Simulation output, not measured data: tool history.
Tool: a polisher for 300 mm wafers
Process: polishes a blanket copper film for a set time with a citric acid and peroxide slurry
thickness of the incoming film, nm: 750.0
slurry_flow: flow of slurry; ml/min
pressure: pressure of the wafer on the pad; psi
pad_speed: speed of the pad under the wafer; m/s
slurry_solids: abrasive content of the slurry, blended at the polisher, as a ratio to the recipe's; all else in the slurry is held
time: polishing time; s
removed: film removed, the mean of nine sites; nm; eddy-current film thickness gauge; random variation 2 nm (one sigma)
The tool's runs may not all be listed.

run  hour  slurry_flow  pressure  pad_speed  slurry_solids  time  removed
  1     0          300       3.8       0.78              1    55   107.14
  2   7.9          350       3.8       0.78              1    55   107.14
  3  10.3          350       4.1       0.78              1    55   116.47
  4  17.7          350       4.1       0.78            1.1    55   119.21
  5  21.9          385       4.1       0.78            1.1    55   119.87
  6  30.7          385       4.1       0.78              1    55   120.86

The next listed run, before its measurement:
  7  39.1          385       4.1       0.78              1    55        ?

{"run 7": {"removed": 120.15}}

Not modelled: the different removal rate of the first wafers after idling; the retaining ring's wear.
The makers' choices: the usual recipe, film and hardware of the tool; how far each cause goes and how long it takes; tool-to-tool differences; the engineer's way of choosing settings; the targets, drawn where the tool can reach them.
